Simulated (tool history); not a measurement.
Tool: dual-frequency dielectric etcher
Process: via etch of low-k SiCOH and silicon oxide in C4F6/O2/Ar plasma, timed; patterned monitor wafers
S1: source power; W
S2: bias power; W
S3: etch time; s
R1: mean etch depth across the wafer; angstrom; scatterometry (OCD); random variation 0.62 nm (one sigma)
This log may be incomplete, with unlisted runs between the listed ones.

run  hour   S1   S2  S3      R1
  1     0  360  232  49  1287.7
  2   5.8  360  212  49  1234.7
  3   6.6  360  235  49  1282.1
  4  12.1  340  230  49    1252
  5  19.6  340  230  49  1266.5
  6  22.3  340  206  49  1194.1
  7  27.9  330  204  49  1187.7
  8  31.4  320  201  49  1163.5
  9  38.2  310  199  49  1147.8

Estimate the outcome of run 10 from the log above:
 10  44.4  300  198  49   ?

R1: 1138.7 angstrom
